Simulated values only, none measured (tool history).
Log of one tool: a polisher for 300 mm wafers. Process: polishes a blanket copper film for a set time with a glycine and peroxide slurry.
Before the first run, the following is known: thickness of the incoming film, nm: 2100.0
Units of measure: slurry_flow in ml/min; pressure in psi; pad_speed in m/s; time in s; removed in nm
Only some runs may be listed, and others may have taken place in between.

run 1 hour=0 | slurry_flow=240 pressure=2.4 pad_speed=0.8 time=58 | removed=224.99
run 2 hour=6.6 | slurry_flow=215 pressure=2.4 pad_speed=0.8 time=58 | removed=223.84
run 3 hour=15 | slurry_flow=215 pressure=2.3 pad_speed=0.8 time=58 | removed=216.66
run 4 hour=22.6 | slurry_flow=190 pressure=2.3 pad_speed=0.8 time=58 | removed=214.49
run 5 hour=26.5 | slurry_flow=155 pressure=2.3 pad_speed=0.8 time=58 | removed=209.23
run 6 hour=30.8 | slurry_flow=155 pressure=2.2 pad_speed=0.8 time=58 | removed=203.45
run 7 hour=37.1 | slurry_flow=155 pressure=2.1 pad_speed=0.8 time=58 | removed=201.28

Run 8 is up next; what results do you expect?
run 8 hour=38.5 | slurry_flow=155 pressure=2 pad_speed=0.8 time=58 | removed=?

removed: 195.7 nm
